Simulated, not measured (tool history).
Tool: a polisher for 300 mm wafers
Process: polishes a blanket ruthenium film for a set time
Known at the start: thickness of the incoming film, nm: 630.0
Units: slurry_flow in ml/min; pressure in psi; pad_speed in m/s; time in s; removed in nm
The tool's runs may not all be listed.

run,hour,slurry_flow,pressure,pad_speed,time,removed
1,0,300,1.4,1.02,54,34.764
2,2.1,300,1.5,1.02,54,37.153
3,7.7,300,1.5,0.9,54,32.992
4,11.5,300,1.5,1.16,54,43.058
5,16.1,300,1.2,1.1,54,32.116
6,16.6,300,1,1.08,54,26.565

Forecast run 7:
7,24.1,300,0.9,1.06,54,?

Run 7 gave removed 23.97 nm.
